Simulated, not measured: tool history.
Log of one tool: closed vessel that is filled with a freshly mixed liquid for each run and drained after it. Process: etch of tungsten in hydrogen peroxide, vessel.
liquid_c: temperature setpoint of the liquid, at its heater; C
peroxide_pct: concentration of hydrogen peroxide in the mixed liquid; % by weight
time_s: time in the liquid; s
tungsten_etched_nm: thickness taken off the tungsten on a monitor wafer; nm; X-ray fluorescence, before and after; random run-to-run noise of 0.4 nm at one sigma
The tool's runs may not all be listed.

run  hour  liquid_c  peroxide_pct  time_s  tungsten_etched_nm
  1   0.0      57.0            17      85             109.000
  2   6.5      55.5            17      85              98.805
  3   9.8      55.5            17      85              98.568
  4  17.2      54.0            17      85              90.282
  5  19.2      54.0            17      85              90.462
  6  24.7      54.0            17      85              90.226
  7  26.9      53.0            17      85              84.539
  8  29.1      52.0            17      85              80.269
  9  38.2      51.0            17      85              75.535
 10  42.0      50.5            17      85              72.600
     46.2  -- new drum of peroxide connected
 11  46.2      50.0            17      85              73.822
 12  47.9      49.5            17      85              71.618

Estimate the outcome of run 13 from the log above:
 13  50.1      49.5            17      85                   ?

tungsten_etched_nm: 71.003 nm
